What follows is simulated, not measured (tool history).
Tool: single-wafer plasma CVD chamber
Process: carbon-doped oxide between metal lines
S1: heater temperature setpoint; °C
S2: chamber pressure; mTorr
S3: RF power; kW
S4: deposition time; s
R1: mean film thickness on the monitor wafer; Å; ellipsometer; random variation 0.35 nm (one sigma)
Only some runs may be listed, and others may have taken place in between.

| run | day | S1 | S2 | S3 | S4 | R1 |
|---|---|---|---|---|---|---|
| 1 | 0.000 | 335 | 6760 | 0.475 | 24.1 | 1317.5 |
| 2 | 0.312 | 330 | 7040 | 0.490 | 24.1 | 1369.8 |
| 3 | 0.592 | 326 | 7250 | 0.500 | 24.1 | 1409.5 |
| 4 | 0.721 | 326 | 7250 | 0.450 | 24.1 | 1330.7 |
| 5 | 1.075 | 326 | 7250 | 0.450 | 24.8 | 1365.7 |
| 6 | 1.425 | 323 | 7450 | 0.465 | 24.8 | 1419.7 |
| 7 | 1.562 | 320 | 7660 | 0.470 | 24.8 | 1443.5 |
| 8 | 1.617 | 318 | 7790 | 0.475 | 24.8 | 1461.2 |
| 9 | 1.846 | 317 | 7880 | 0.480 | 24.8 | 1488.2 |

Expected results for the next run?
| 10 | 1.950 | 316 | 7930 | 0.480 | 24.8 | ? |

R1: 1491.2 Å
